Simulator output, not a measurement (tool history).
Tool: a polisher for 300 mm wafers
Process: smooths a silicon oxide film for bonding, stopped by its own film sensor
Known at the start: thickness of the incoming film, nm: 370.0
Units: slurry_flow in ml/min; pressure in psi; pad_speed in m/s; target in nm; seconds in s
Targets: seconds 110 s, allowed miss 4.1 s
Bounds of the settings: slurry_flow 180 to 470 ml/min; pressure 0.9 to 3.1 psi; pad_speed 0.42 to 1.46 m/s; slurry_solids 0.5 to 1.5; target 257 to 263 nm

run	day	slurry_flow	pressure	pad_speed	slurry_solids	target	seconds
1	0	300	2	0.94	1	263	169.14
2	0.333	300	2.1	0.94	1	263	161.33
3	0.4	300	2.2	0.94	1	263	156.4
4	0.458	300	2.3	0.94	1	263	145.95
5	0.492	300	2.4	0.94	1	263	140.85
# day 0.704: slurry nozzle cleaned
6	0.704	240	2.4	0.94	1	263	142.05
7	0.988	240	2.5	0.94	1	263	134.25
8	1.204	240	2.6	0.94	1	263	131.51
9	1.546	240	2.7	0.94	1	263	125.1
10	1.854	240	2.9	0.94	1	263	115.29

5 next moves are on the table. One of them brings every result within its allowed miss. Which?
A	2.162	245	2.8	0.96	1.1	258	?
B	2.162	315	3.1	0.92	0.8	257	?
C	2.162	195	3.1	0.98	0.95	263	?
D	2.162	190	3.1	0.82	1.25	261	?
E	2.162	290	2.8	0.86	1	263	?

move	seconds
A	118.95
B	121.19
C	108.73
D	115.53
E	124.65
A: further off than the last run
B: further off than the last run
C: meets every target
D: as far off as the last run
E: further off than the last run
The right move is C.
